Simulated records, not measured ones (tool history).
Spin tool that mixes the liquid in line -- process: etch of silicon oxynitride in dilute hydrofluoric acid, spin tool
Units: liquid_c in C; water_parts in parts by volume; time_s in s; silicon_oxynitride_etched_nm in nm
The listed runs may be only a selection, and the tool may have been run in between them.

run,hour,liquid_c,water_parts,time_s,silicon_oxynitride_etched_nm
1,0.0,23.0,65,295,20.836
2,7.1,24.5,65,295,21.939
3,13.2,26.5,65,295,24.727
4,15.7,26.5,65,315,26.029
5,17.7,30.0,65,315,30.942
6,22.3,29.5,65,315,29.781
7,26.7,29.0,65,315,28.933

Forecast run 8:
8,33.8,28.5,65,315,?

For run 8 the tool returned silicon_oxynitride_etched_nm 28.928 nm.
